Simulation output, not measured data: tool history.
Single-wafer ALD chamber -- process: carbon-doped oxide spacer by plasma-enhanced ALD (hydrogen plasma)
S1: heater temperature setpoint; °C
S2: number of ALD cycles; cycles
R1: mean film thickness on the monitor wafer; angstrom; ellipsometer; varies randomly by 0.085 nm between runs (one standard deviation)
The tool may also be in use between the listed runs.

run  hour   S1   S2      R1
  1     0  410  332  162.89
  2   8.2  410  368  179.63
  3   9.6  406  368  183.48
  4  12.3  406  328  162.08
  5  15.6  404  341   169.4
  6  24.6  404  321  159.69
  7  28.4  404  321  159.65

Run 8, settings as shown, results not yet in. Your forecast:
  8  37.1  403  335   ?

For run 8 the tool returned R1 168.51 angstrom.
